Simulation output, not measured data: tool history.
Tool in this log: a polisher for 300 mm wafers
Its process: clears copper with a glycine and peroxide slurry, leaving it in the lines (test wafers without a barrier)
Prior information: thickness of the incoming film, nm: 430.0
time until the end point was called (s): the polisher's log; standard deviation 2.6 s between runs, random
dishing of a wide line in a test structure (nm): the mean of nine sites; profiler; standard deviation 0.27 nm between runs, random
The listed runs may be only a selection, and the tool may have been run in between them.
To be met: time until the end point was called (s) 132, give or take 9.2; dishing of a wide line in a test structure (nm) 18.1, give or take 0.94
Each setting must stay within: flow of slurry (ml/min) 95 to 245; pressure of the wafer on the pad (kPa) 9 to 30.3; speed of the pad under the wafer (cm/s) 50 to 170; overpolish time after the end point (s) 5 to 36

run  hour  flow of slurry (ml/min)  pressure of the wafer on the pad (kPa)  speed of the pad under the wafer (cm/s)  overpolish time after the end point (s)  time until the end point was called (s)  dishing of a wide line in a test structure (nm)
  1     0                      155                                    19.3                                      110                                       18                                   93.109                                           22.092
  2   2.7                      155                                    22.1                                      110                                       18                                   88.748                                           22.566
  3   6.8                      150                                      20                                      108                                       16                                   92.578                                           22.312
  4    10                      165                                    17.9                                      104                                       14                                   101.43                                           20.835
  5  12.3                      145                                    17.9                                      104                                       14                                   104.71                                            21.27
  6  14.6                      150                                    16.5                                      104                                       13                                   109.01                                           19.997
  7  16.6                      150                                    15.9                                      104                                       13                                   114.23                                           19.622
  8  21.8                      150                                    15.2                                      104                                       13                                   122.32                                           19.144
  9  29.1                      150                                    15.2                                      104                                       13                                   124.18                                           19.524
 10  30.5                      145                                    13.8                                      104                                        5                                   127.13                                           10.777
 11  34.4                      145                                    14.5                                       98                                        6                                   130.76                                           12.152
 12  40.4                      150                                    14.5                                       96                                        7                                   130.42                                             13.1
 13  48.9                      150                                    14.5                                       94                                        8                                   133.33                                           14.556
 14  57.1                      155                                    14.5                                       92                                        8                                    136.8                                           14.139
 15  62.1                      155                                    14.5                                       92                                        9                                   135.78                                           15.452
 16    67                      155                                    14.5                                       90                                        9                                   138.26                                            14.92
 17  70.7                      155                                    14.5                                       90                                       10                                   135.21                                           16.047

Which of these 5 next moves meets every target?
  A  74.4                       95                                    15.9                                       96                                       12                                        ?                                                ?
  B  74.4                      130                                    13.1                                       90                                       13                                        ?                                                ?
  C  74.4                      170                                    15.2                                       90                                        9                                        ?                                                ?
  D  74.4                      180                                    13.8                                       98                                       16                                        ?                                                ?
  E  74.4                      185                                    13.8                                       96                                       18                                        ?                                                ?

move  time until the end point was called (s)  dishing of a wide line in a test structure (nm)
   A                                   130.54                                           17.724
   B                                   149.48                                           17.454
   C                                   129.56                                           15.398
   D                                   128.92                                           20.101
   E                                   130.51                                           20.854
A: in spec on every target
B: the worst result of the last run now meets its target, but another is out of spec
C: further off than the last run
D: carries the result that was furthest off beyond its target, to the other side
E: carries the result that was furthest off beyond its target, to the other side
So the answer is move A, the one that meets all the targets.

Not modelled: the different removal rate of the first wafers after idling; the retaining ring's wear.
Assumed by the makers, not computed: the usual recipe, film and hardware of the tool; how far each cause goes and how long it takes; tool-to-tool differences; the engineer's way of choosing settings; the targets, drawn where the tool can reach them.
